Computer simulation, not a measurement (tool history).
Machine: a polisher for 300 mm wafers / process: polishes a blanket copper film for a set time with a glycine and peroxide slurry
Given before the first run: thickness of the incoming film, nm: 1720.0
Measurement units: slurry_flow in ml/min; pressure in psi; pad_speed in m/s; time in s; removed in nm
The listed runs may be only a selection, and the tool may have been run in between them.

run,day,slurry_flow,pressure,pad_speed,time,removed
1,0.000,180,3.4,0.80,78,411.48
2,0.371,190,3.7,0.80,78,447.27
3,0.700,200,4.0,0.80,78,471.97
4,1.008,200,3.3,0.80,78,417.36
5,1.162,215,3.7,0.80,78,456.36
6,1.379,215,3.1,0.80,78,409.23
7,1.504,225,3.5,0.80,78,441.20

The next listed run, before its measurement:
8,1.608,225,4.5,0.82,78,?

Run 8 came out at removed 535.79 nm.
